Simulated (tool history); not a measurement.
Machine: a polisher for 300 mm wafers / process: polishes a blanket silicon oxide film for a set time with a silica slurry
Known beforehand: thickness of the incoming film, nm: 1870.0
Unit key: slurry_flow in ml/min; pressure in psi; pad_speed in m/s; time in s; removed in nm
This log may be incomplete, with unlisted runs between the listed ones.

| run | hour | slurry_flow | pressure | pad_speed | slurry_solids | time | removed |
|---|---|---|---|---|---|---|---|
| 1 | 0.0 | 165 | 5.3 | 1.32 | 1.0 | 82 | 351.65 |
| 2 | 0.6 | 165 | 5.3 | 1.32 | 1.0 | 86 | 366.75 |
| 3 | 6.6 | 165 | 5.3 | 1.32 | 1.0 | 86 | 366.73 |
| 4 | 15.1 | 165 | 5.3 | 1.06 | 1.0 | 86 | 308.98 |
| 5 | 23.8 | 165 | 5.3 | 1.06 | 0.9 | 86 | 297.53 |
| 6 | 28.4 | 170 | 5.6 | 1.06 | 0.9 | 86 | 310.33 |

Predict the results of run 7:
| 7 | 33.3 | 170 | 5.9 | 1.06 | 0.9 | 86 | ? |

removed: 325.92 nm

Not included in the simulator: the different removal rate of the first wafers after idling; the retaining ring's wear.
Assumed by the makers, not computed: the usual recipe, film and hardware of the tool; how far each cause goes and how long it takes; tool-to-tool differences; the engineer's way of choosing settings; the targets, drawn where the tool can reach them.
